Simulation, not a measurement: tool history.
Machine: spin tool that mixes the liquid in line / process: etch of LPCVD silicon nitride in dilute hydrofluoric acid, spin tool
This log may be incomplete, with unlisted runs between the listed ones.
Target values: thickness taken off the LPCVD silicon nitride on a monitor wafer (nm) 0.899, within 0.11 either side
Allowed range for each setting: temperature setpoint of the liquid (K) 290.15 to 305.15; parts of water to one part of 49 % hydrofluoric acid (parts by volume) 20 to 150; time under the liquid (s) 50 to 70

| run | day | temperature setpoint of the liquid (K) | parts of water to one part of 49 % hydrofluoric acid (parts by volume) | time under the liquid (s) | thickness taken off the LPCVD silicon nitride on a monitor wafer (nm) |
|---|---|---|---|---|---|
| 1 | 0 | 297.15 | 85 | 70 | 0.38193 |
| 2 | 0.2 | 299.15 | 70 | 70 | 0.50617 |
| 3 | 0.346 | 300.65 | 60 | 70 | 0.64753 |
| 4 | 0.383 | 301.65 | 55 | 70 | 0.76232 |
| 5 | 0.646 | 301.65 | 70 | 70 | 0.61762 |
| 6 | 1.017 | 303.15 | 70 | 70 | 0.69292 |
| 7 | 1.112 | 303.65 | 65 | 70 | 0.77865 |
| 8 | 1.333 | 304.15 | 65 | 70 | 0.75063 |

Which of these 4 next moves meets every target?
| A | 1.554 | 305.15 | 45 | 70 | ? |
| B | 1.554 | 305.15 | 85 | 70 | ? |
| C | 1.554 | 305.15 | 40 | 65 | ? |
| D | 1.554 | 302.15 | 50 | 70 | ? |

| move | thickness taken off the LPCVD silicon nitride on a monitor wafer (nm) |
|---|---|
| A | 1.1644 |
| B | 0.61807 |
| C | 1.2143 |
| D | 0.86344 |
A: pushes the last run's worst result past its target
B: its largest miss is bigger than the last run's
C: pushes the last run's worst result past its target
D: hits every target within its allowed miss
So the answer is move D, the one that meets all the targets.

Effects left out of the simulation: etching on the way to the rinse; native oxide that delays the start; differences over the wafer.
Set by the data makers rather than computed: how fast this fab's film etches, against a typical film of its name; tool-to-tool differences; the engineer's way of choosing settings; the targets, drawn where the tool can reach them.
